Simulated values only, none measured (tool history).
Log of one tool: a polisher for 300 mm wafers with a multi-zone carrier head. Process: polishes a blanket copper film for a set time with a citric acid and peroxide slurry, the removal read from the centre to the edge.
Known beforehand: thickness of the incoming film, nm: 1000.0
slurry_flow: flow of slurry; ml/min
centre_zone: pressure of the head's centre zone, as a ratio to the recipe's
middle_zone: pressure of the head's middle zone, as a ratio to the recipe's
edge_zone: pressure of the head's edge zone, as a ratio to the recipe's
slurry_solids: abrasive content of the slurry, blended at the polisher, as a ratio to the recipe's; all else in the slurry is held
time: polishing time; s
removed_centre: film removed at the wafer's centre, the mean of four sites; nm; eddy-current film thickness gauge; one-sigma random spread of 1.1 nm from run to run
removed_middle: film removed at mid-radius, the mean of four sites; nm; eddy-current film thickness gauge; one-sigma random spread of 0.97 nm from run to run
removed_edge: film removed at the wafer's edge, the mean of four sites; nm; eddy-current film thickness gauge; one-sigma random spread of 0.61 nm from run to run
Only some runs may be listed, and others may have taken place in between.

{"run": 1, "hour": 0.0, "slurry_flow": 175, "centre_zone": 1.0, "middle_zone": 1.0, "edge_zone": 1.0, "slurry_solids": 1.0, "time": 82, "removed_centre": 134.98, "removed_middle": 135.32, "removed_edge": 132.02}
{"run": 2, "hour": 7.4, "slurry_flow": 175, "centre_zone": 1.0, "middle_zone": 1.0, "edge_zone": 1.04, "slurry_solids": 1.0, "time": 82, "removed_centre": 136.49, "removed_middle": 136.83, "removed_edge": 136.04}
{"run": 3, "hour": 14.2, "slurry_flow": 170, "centre_zone": 0.96, "middle_zone": 1.01, "edge_zone": 0.99, "slurry_solids": 0.9, "time": 77, "removed_centre": 120.45, "removed_middle": 125.6, "removed_edge": 121.13}
{"run": 4, "hour": 14.8, "slurry_flow": 160, "centre_zone": 0.92, "middle_zone": 1.03, "edge_zone": 0.96, "slurry_solids": 0.8, "time": 72, "removed_centre": 104.37, "removed_middle": 117.15, "removed_edge": 109.37}
{"run": 5, "hour": 23.0, "slurry_flow": 160, "centre_zone": 0.92, "middle_zone": 1.03, "edge_zone": 1.01, "slurry_solids": 0.8, "time": 72, "removed_centre": 103.21, "removed_middle": 116.28, "removed_edge": 111.01}
{"run": 6, "hour": 28.7, "slurry_flow": 155, "centre_zone": 0.9, "middle_zone": 1.04, "edge_zone": 0.98, "slurry_solids": 0.75, "time": 69, "removed_centre": 95.965, "removed_middle": 109.71, "removed_edge": 104.39}
{"run": 7, "hour": 31.2, "slurry_flow": 150, "centre_zone": 0.89, "middle_zone": 1.05, "edge_zone": 0.95, "slurry_solids": 0.7, "time": 67, "removed_centre": 89.316, "removed_middle": 106.36, "removed_edge": 97.216}

Run 8 has not been measured yet. What should we expect?
{"run": 8, "hour": 37.0, "slurry_flow": 145, "centre_zone": 0.88, "middle_zone": 1.05, "edge_zone": 0.92, "slurry_solids": 0.65, "time": 66, "removed_centre": "?", "removed_middle": "?", "removed_edge": "?"}

{"run 8": {"removed_centre": 85.397, "removed_middle": 100.99, "removed_edge": 93.841}}

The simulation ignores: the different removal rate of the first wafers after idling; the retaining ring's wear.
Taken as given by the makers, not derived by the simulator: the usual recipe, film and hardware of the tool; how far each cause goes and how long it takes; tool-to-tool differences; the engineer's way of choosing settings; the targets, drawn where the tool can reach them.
